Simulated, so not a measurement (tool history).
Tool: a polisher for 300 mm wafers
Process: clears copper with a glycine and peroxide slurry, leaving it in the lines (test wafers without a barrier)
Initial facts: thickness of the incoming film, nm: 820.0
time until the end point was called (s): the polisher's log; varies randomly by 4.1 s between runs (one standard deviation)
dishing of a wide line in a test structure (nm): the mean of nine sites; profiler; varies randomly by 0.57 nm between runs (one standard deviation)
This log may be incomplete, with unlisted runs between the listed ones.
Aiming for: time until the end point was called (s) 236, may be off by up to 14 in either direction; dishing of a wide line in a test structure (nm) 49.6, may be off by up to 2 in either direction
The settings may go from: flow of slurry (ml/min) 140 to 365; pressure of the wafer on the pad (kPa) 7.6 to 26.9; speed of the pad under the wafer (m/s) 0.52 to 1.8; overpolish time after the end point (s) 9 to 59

run    day  flow of slurry (ml/min)  pressure of the wafer on the pad (kPa)  speed of the pad under the wafer (m/s)  overpolish time after the end point (s)  time until the end point was called (s)  dishing of a wide line in a test structure (nm)
  1      0                      235                                    17.2                                    1.16                                       30                                   124.85                                           85.046
  2  0.133                      235                                    17.2                                    1.16                                       38                                   124.76                                           91.565
  3  0.433                      235                                    17.2                                    1.26                                       38                                   115.94                                           90.251
  4  0.471                      235                                    21.4                                    1.26                                       38                                   99.594                                           100.11
  5  0.517                      235                                    21.4                                    1.02                                       38                                   119.48                                           95.904
  6  0.542                      235                                    21.4                                    1.02                                       45                                   122.09                                           101.26
  7  0.783                      220                                    18.6                                    0.98                                       38                                   136.09                                           88.419
  8  1.158                      205                                    16.5                                    0.92                                       33                                   156.78                                           77.924
  9  1.338                      200                                    15.2                                    0.88                                       29                                   174.35                                           70.597
 10    1.7                      200                                    13.8                                    0.86                                       26                                   180.88                                            63.47
 11  1.788                      200                                    12.4                                    0.84                                       25                                   197.47                                           58.877
 12  1.975                      200                                    11.7                                    0.84                                       25                                   194.15                                           58.057
 13  2.146                      200                                      11                                    0.82                                       25                                   209.81                                            55.58
 14  2.408                      200                                    10.3                                    0.82                                       25                                   215.62                                           55.439
 15  2.554                      200                                     9.7                                    0.82                                       24                                    219.4                                           50.468

5 next moves are on the table. One of them brings every result within its allowed miss. Which?
  A  2.7                      225                                     8.3                                       1                                       21                                        ?                                                ?
  B  2.7                      185                                     7.6                                     0.9                                       21                                        ?                                                ?
  C  2.7                      170                                     8.3                                    0.86                                       24                                        ?                                                ?
  D  2.7                      200                                     8.3                                    1.08                                       21                                        ?                                                ?
  E  2.7                      170                                     7.6                                    0.92                                       22                                        ?                                                ?

move  time until the end point was called (s)  dishing of a wide line in a test structure (nm)
   A                                   204.53                                           48.856
   B                                   234.59                                           44.511
   C                                   237.62                                           48.744
   D                                   196.52                                           49.951
   E                                   234.42                                           45.962
A: lands further from the targets than the last run did
B: brings the last run's worst result on target, with another outside its allowed miss
C: every result within its allowed miss
D: lands further from the targets than the last run did
E: brings the last run's worst result on target, with another outside its allowed miss
Go with C: it meets all targets.
